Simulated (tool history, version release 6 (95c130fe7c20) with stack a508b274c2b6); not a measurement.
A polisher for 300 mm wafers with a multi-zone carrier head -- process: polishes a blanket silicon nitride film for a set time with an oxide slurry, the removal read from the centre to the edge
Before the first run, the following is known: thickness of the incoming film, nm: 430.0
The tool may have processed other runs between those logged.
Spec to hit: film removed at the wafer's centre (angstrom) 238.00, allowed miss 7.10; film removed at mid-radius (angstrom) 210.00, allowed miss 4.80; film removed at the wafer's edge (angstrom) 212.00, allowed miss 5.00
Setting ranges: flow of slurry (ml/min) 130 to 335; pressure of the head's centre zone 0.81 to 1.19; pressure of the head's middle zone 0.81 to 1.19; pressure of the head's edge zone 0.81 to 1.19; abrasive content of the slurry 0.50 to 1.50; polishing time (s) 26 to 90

| run | day | flow of slurry (ml/min) | pressure of the head's centre zone | pressure of the head's middle zone | pressure of the head's edge zone | abrasive content of the slurry | polishing time (s) | film removed at the wafer's centre (angstrom) | film removed at mid-radius (angstrom) | film removed at the wafer's edge (angstrom) |
|---|---|---|---|---|---|---|---|---|---|---|
| 1 | 0.000 | 215 | 1.00 | 1.00 | 1.00 | 1.00 | 58 | 374.77 | 372.12 | 358.41 |
| 2 | 0.212 | 215 | 1.00 | 1.00 | 1.00 | 0.95 | 58 | 356.22 | 360.60 | 352.56 |
| 3 | 0.471 | 215 | 1.02 | 0.98 | 0.96 | 0.85 | 55 | 330.40 | 324.71 | 313.06 |
| 4 | 0.725 | 210 | 1.03 | 0.95 | 0.93 | 0.75 | 53 | 305.42 | 286.06 | 284.12 |
| 5 | 0.917 | 210 | 1.03 | 0.95 | 0.85 | 0.75 | 53 | 305.46 | 285.18 | 270.68 |
| 6 | 1.238 | 205 | 1.03 | 0.94 | 0.84 | 0.70 | 52 | 287.54 | 270.23 | 257.07 |
| 7 | 1.454 | 200 | 1.03 | 0.93 | 0.83 | 0.65 | 51 | 272.37 | 249.50 | 243.82 |
| 8 | 1.775 | 185 | 1.03 | 0.91 | 0.81 | 0.50 | 48 | 224.42 | 201.45 | 198.55 |
|  | 1.858 | worn pad replaced by a new one |
| 9 | 1.858 | 195 | 1.03 | 0.91 | 0.82 | 0.50 | 48 | 239.92 | 217.23 | 213.14 |

Exercise: of the 5 proposed moves below, exactly one satisfies all targets within the stated allowed misses. Which move is it?
| A | 1.942 | 165 | 1.05 | 0.90 | 0.85 | 0.65 | 42 | ? | ? | ? |
| B | 1.942 | 155 | 1.05 | 0.92 | 0.81 | 0.60 | 46 | ? | ? | ? |
| C | 1.942 | 170 | 1.05 | 1.00 | 0.88 | 1.10 | 33 | ? | ? | ? |
| D | 1.942 | 205 | 0.98 | 0.96 | 0.81 | 0.50 | 49 | ? | ? | ? |
| E | 1.942 | 220 | 0.98 | 0.81 | 0.81 | 0.55 | 46 | ? | ? | ? |

| move | film removed at the wafer's centre (angstrom) | film removed at mid-radius (angstrom) | film removed at the wafer's edge (angstrom) |
|---|---|---|---|
| A | 236.97 | 210.94 | 212.81 |
| B | 247.25 | 224.38 | 219.48 |
| C | 235.90 | 229.06 | 213.37 |
| D | 234.08 | 234.90 | 219.34 |
| E | 232.39 | 202.66 | 217.74 |
A: every result lands within tolerance
B: further off than the last run
C: further off than the last run
D: further off than the last run
E: takes the biggest miss from the last run beyond its target
A meets every target.
